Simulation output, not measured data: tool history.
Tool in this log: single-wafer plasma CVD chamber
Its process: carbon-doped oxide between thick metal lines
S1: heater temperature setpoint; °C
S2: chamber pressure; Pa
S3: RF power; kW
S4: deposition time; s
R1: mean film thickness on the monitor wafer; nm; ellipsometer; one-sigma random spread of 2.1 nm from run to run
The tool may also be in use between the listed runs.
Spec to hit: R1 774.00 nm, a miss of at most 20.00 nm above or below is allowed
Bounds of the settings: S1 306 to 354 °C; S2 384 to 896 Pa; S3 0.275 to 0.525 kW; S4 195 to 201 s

run,day,S1,S2,S3,S4,R1
1,0.000,330,640,0.400,195,886.23
2,0.050,330,640,0.375,195,853.28
3,0.367,330,640,0.375,201,880.22
4,0.742,330,640,0.350,201,845.11
5,1.096,330,599,0.350,201,838.93
6,1.354,330,540,0.350,201,833.09
# day 1.712: thermocouple changed; heater temperature recalibrated
7,1.712,331,532,0.345,201,812.05
8,1.750,332,524,0.345,201,810.25

Of the 4 settings listed for the next run, only one would bring every result within its allowed miss of target. Which one?
A,1.788,342,509,0.370,201,?
B,1.788,333,479,0.365,201,?
C,1.788,332,432,0.320,195,?
D,1.788,341,471,0.350,197,?

move,R1
A,813.19
B,822.78
C,736.26
D,768.29
A: misses by more than the last run did
B: misses by more than the last run did
C: carries the result that was furthest off beyond its target, to the other side
D: all results land within tolerance of their targets
D is the move that brings every result within its allowed miss.

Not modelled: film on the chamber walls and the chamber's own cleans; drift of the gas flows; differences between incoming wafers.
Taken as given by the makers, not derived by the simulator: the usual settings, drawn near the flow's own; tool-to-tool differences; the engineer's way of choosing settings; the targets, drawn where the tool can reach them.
